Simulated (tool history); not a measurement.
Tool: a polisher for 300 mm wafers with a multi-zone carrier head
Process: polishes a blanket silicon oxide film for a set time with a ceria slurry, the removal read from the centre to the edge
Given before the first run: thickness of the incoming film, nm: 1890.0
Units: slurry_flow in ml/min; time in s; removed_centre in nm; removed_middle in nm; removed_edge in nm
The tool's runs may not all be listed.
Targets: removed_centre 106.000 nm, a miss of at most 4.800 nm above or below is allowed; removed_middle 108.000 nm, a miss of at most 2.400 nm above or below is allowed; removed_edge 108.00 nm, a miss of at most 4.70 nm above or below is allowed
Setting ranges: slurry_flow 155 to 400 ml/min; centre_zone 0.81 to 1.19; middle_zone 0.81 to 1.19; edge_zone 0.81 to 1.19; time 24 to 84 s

run 1 day=0.000 | slurry_flow=255 centre_zone=1.00 middle_zone=1.00 edge_zone=1.00 time=54 | removed_centre=178.160 removed_middle=186.260 removed_edge=187.13
run 2 day=0.196 | slurry_flow=250 centre_zone=0.99 middle_zone=0.98 edge_zone=0.97 time=49 | removed_centre=156.120 removed_middle=166.000 removed_edge=168.62
run 3 day=0.404 | slurry_flow=280 centre_zone=0.99 middle_zone=0.98 edge_zone=0.97 time=49 | removed_centre=165.230 removed_middle=167.740 removed_edge=165.84
run 4 day=0.662 | slurry_flow=280 centre_zone=0.99 middle_zone=0.98 edge_zone=1.05 time=49 | removed_centre=160.540 removed_middle=167.240 removed_edge=172.13
run 5 day=0.975 | slurry_flow=280 centre_zone=0.99 middle_zone=0.92 edge_zone=1.05 time=49 | removed_centre=160.970 removed_middle=159.680 removed_edge=170.03
run 6 day=1.142 | slurry_flow=280 centre_zone=0.99 middle_zone=0.92 edge_zone=1.05 time=40 | removed_centre=133.130 removed_middle=130.960 removed_edge=139.44
run 7 day=1.175 | slurry_flow=290 centre_zone=0.97 middle_zone=0.91 edge_zone=1.01 time=38 | removed_centre=122.730 removed_middle=123.290 removed_edge=134.31
run 8 day=1.292 | slurry_flow=300 centre_zone=0.97 middle_zone=0.93 edge_zone=0.99 time=36 | removed_centre=116.240 removed_middle=118.560 removed_edge=125.51
run 9 day=1.517 | slurry_flow=310 centre_zone=0.97 middle_zone=0.93 edge_zone=0.96 time=35 | removed_centre=114.910 removed_middle=116.760 removed_edge=120.08
run 10 day=1.550 | slurry_flow=320 centre_zone=0.96 middle_zone=0.92 edge_zone=0.94 time=35 | removed_centre=112.630 removed_middle=116.520 removed_edge=116.58
run 11 day=1.654 | slurry_flow=325 centre_zone=0.95 middle_zone=0.90 edge_zone=0.93 time=35 | removed_centre=110.410 removed_middle=113.820 removed_edge=116.82
run 12 day=1.938 | slurry_flow=330 centre_zone=0.95 middle_zone=0.89 edge_zone=0.91 time=35 | removed_centre=112.520 removed_middle=112.420 removed_edge=117.18
run 13 day=2.167 | slurry_flow=340 centre_zone=0.95 middle_zone=0.89 edge_zone=0.89 time=35 | removed_centre=111.620 removed_middle=114.130 removed_edge=114.93
run 14 day=2.346 | slurry_flow=345 centre_zone=0.95 middle_zone=0.88 edge_zone=0.88 time=35 | removed_centre=115.280 removed_middle=112.860 removed_edge=113.96
run 15 day=2.417 | slurry_flow=345 centre_zone=0.94 middle_zone=0.88 edge_zone=0.87 time=35 | removed_centre=111.990 removed_middle=112.520 removed_edge=113.82
run 16 day=2.479 | slurry_flow=345 centre_zone=0.94 middle_zone=0.88 edge_zone=0.87 time=35 | removed_centre=113.380 removed_middle=111.550 removed_edge=115.37

Exercise: of the 5 proposed moves below, exactly one satisfies all targets within the stated allowed misses. Which move is it?
run A day=2.542 | slurry_flow=390 centre_zone=1.02 middle_zone=0.89 edge_zone=0.85 time=33 | removed_centre=? removed_middle=? removed_edge=?
run B day=2.542 | slurry_flow=330 centre_zone=0.97 middle_zone=0.86 edge_zone=0.91 time=32 | removed_centre=? removed_middle=? removed_edge=?
run C day=2.542 | slurry_flow=310 centre_zone=0.84 middle_zone=0.94 edge_zone=0.95 time=34 | removed_centre=? removed_middle=? removed_edge=?
run D day=2.542 | slurry_flow=345 centre_zone=0.96 middle_zone=0.84 edge_zone=0.88 time=33 | removed_centre=? removed_middle=? removed_edge=?
run E day=2.542 | slurry_flow=235 centre_zone=0.99 middle_zone=0.94 edge_zone=0.91 time=33 | removed_centre=? removed_middle=? removed_edge=?

move=A removed_centre=115.010 removed_middle=107.340 removed_edge=109.27
move=B removed_centre=104.460 removed_middle=99.866 removed_edge=108.23
move=C removed_centre=95.475 removed_middle=113.680 removed_edge=116.71
move=D removed_centre=107.030 removed_middle=101.400 removed_edge=110.26
move=E removed_centre=106.000 removed_middle=107.190 removed_edge=108.68
A: corrects the largest miss of the last run, while another result sits out of spec
B: corrects the largest miss of the last run, while another result sits out of spec
C: further off than the last run
D: corrects the largest miss of the last run, while another result sits out of spec
E: in spec on every target
The move that meets every target is E.
